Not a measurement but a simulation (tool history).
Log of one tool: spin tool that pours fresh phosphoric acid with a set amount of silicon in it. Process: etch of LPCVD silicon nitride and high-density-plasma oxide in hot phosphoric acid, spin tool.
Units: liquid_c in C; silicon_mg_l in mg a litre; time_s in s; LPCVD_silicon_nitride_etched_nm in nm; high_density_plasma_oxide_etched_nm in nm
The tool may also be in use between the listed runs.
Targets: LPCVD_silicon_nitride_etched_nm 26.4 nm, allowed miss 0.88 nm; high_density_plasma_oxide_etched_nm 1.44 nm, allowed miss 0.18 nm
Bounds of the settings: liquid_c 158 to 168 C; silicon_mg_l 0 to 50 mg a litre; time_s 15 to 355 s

| run | day | liquid_c | silicon_mg_l | time_s | LPCVD_silicon_nitride_etched_nm | high_density_plasma_oxide_etched_nm |
|---|---|---|---|---|---|---|
| 1 | 0 | 163 | 28.5 | 180 | 18.664 | 0.71784 |
| 2 | 0.362 | 163.5 | 28 | 185 | 19.634 | 0.82229 |
| 3 | 0.508 | 165 | 28 | 185 | 20.044 | 0.86733 |
| 4 | 0.692 | 165 | 28 | 125 | 13.882 | 0.57544 |
| 5 | 0.717 | 165 | 17 | 125 | 13.714 | 0.85142 |
| 6 | 1.004 | 165 | 18 | 140 | 15.44 | 0.89849 |
| 7 | 1.083 | 165 | 18.5 | 150 | 16.961 | 0.9381 |
| 8 | 1.229 | 165 | 18.5 | 160 | 17.651 | 1.0549 |
| 9 | 1.321 | 165 | 19 | 170 | 19.283 | 1.1337 |

Which of these 5 next moves meets every target?
| A | 1.412 | 162 | 35.5 | 265 | ? | ? |
| B | 1.412 | 164 | 31.5 | 240 | ? | ? |
| C | 1.412 | 167.5 | 24 | 220 | ? | ? |
| D | 1.412 | 166 | 12 | 120 | ? | ? |
| E | 1.412 | 165.5 | 32.5 | 210 | ? | ? |

| move | LPCVD_silicon_nitride_etched_nm | high_density_plasma_oxide_etched_nm |
|---|---|---|
| A | 26.565 | 0.68519 |
| B | 25.707 | 0.86554 |
| C | 26.423 | 1.3474 |
| D | 13.726 | 0.91529 |
| E | 23.63 | 0.80842 |
A: brings the result that was furthest off to its target, and leaves another outside
B: brings the result that was furthest off to its target, and leaves another outside
C: meets every target
D: further off than the last run
E: nearer than the last run, and not there yet
Move C is the one to make.
